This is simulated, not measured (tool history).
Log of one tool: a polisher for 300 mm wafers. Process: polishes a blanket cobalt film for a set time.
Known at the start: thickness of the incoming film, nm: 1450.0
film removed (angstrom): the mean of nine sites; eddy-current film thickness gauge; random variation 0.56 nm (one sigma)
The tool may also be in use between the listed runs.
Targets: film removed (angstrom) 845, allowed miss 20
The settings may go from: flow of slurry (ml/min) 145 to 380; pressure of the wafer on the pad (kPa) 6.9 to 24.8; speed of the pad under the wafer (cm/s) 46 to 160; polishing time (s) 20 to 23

run	hour	flow of slurry (ml/min)	pressure of the wafer on the pad (kPa)	speed of the pad under the wafer (cm/s)	polishing time (s)	film removed (angstrom)
1	0	245	15.9	102	23	1431.3
2	6	300	15.9	102	23	1459.1
3	13	295	13.1	102	23	1211.4
4	19.8	295	13.1	102	23	1224.5
5	22.6	295	13.1	116	23	1384.6
6	27.1	240	13.1	116	23	1338.9
7	29.3	230	11	116	23	1138.5
8	38.3	215	9.7	116	23	983.04
# hour 44.6: head pressure recalibrated
9	44.6	200	9	116	23	973.06
10	48.2	195	8.3	116	23	891.83
11	49.9	185	8.3	116	23	889.1
12	51.3	175	8.3	116	23	877.72
13	57.1	170	8.3	116	23	885.87
14	58.8	165	8.3	116	23	875.06
15	66.3	160	8.3	116	23	870.56

4 next moves are on the table. One of them brings every result within its allowed miss. Which?
A	73.8	160	9.7	102	23	?
B	73.8	150	8.3	122	23	?
C	73.8	195	9	106	22	?
D	73.8	200	11.7	96	20	?

move	film removed (angstrom)
A	875.69
B	888.62
C	839.15
D	898.63
A: further off than the last run
B: further off than the last run
C: meets every target
D: further off than the last run
Move C is the one to make.
